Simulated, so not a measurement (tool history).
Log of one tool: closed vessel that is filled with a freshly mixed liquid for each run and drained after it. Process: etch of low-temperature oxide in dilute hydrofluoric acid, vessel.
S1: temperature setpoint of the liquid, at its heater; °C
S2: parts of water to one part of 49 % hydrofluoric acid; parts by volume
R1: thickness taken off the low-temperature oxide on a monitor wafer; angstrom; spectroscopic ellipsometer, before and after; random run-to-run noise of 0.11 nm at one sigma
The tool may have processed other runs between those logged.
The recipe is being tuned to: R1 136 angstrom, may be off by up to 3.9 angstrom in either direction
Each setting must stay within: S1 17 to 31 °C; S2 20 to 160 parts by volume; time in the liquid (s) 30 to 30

{"run": 1, "hour": 0.0, "S1": 23, "S2": 90, "time in the liquid (s)": 30, "R1": 109.83}
{"run": 2, "hour": 2.5, "S1": 24.5, "S2": 90, "time in the liquid (s)": 30, "R1": 118.45}
{"run": 3, "hour": 9.5, "S1": 24.5, "S2": 90, "time in the liquid (s)": 30, "R1": 116.54}
{"run": 4, "hour": 13.2, "S1": 26.5, "S2": 90, "time in the liquid (s)": 30, "R1": 127}
{"run": 5, "hour": 16.6, "S1": 26.5, "S2": 60, "time in the liquid (s)": 30, "R1": 195.46}
{"run": 6, "hour": 24.0, "S1": 26.5, "S2": 60, "time in the liquid (s)": 30, "R1": 198.56}
{"run": 7, "hour": 29.4, "S1": 24, "S2": 60, "time in the liquid (s)": 30, "R1": 178.14}
{"run": 8, "hour": 36.7, "S1": 22, "S2": 60, "time in the liquid (s)": 30, "R1": 165.17}
{"run": 9, "hour": 41.8, "S1": 20.5, "S2": 60, "time in the liquid (s)": 30, "R1": 155.56}
{"run": 10, "hour": 47.9, "S1": 19.5, "S2": 60, "time in the liquid (s)": 30, "R1": 147.99}
{"run": 11, "hour": 50.3, "S1": 19, "S2": 60, "time in the liquid (s)": 30, "R1": 145.73}
{"run": 12, "hour": 56.5, "S1": 18.5, "S2": 60, "time in the liquid (s)": 30, "R1": 142.76}

Next run, 4 choices. One meets every target within its allowed miss, the rest don't. Which?
{"run": "A", "hour": 62.7, "S1": 17.5, "S2": 60, "time in the liquid (s)": 30, "R1": "?"}
{"run": "B", "hour": 62.7, "S1": 19, "S2": 60, "time in the liquid (s)": 30, "R1": "?"}
{"run": "C", "hour": 62.7, "S1": 20, "S2": 60, "time in the liquid (s)": 30, "R1": "?"}
{"run": "D", "hour": 62.7, "S1": 17, "S2": 55, "time in the liquid (s)": 30, "R1": "?"}

move=A R1=136.35
move=B R1=145.39
move=C R1=151.68
move=D R1=146.38
A: all results in spec
B: moves away from the targets compared with the last run
C: moves away from the targets compared with the last run
D: moves away from the targets compared with the last run
The right move is A.

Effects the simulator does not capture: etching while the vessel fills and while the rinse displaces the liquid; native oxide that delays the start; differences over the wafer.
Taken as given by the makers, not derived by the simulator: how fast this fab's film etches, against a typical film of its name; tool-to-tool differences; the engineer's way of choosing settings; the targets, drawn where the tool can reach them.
